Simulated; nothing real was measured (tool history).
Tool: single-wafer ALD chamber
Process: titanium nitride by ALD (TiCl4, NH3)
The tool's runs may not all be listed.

run,day,heater temperature setpoint (K),number of ALD cycles (cycles),NH3 pulse time (s),mean film thickness on the monitor wafer (Å)
1,0.000,658.15,69,2.19,15.547
2,0.317,658.15,69,1.77,15.325
3,0.379,658.15,69,1.51,15.304
4,0.629,652.15,69,1.33,15.064
5,0.838,652.15,71,1.33,15.419
6,0.967,652.15,71,0.94,14.937
7,1.088,648.15,71,0.90,14.661
8,1.175,646.15,71,0.90,14.631

Forecast run 9:
9,1.279,644.15,71,0.90,?

Run 9 gave mean film thickness on the monitor wafer (Å) 14.430.
